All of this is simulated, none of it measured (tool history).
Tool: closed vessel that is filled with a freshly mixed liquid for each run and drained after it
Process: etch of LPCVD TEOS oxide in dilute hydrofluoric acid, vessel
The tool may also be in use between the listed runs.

run,hour,temperature setpoint of the liquid (K),parts of water to one part of 49 % hydrofluoric acid (parts by volume),time in the liquid (s),thickness taken off the LPCVD TEOS oxide on a monitor wafer (Å)
1,0.0,294.15,100,30,60.658
2,5.4,294.15,100,30,61.545
3,10.5,295.65,100,30,65.208
4,19.7,295.65,130,30,48.026
5,21.9,297.15,130,30,51.208
6,24.1,297.15,130,30,51.089
7,27.8,297.15,130,30,51.037
8,31.9,297.65,125,30,54.719
9,41.0,298.15,120,30,58.325
10,42.6,298.65,115,30,62.628
11,46.5,299.15,110,30,66.583
12,49.4,299.65,105,30,72.206

Run 13 comes next. What will it give?
13,58.0,300.15,100,30,?

{"run 13": {"thickness taken off the LPCVD TEOS oxide on a monitor wafer (Å)": 77.731}}
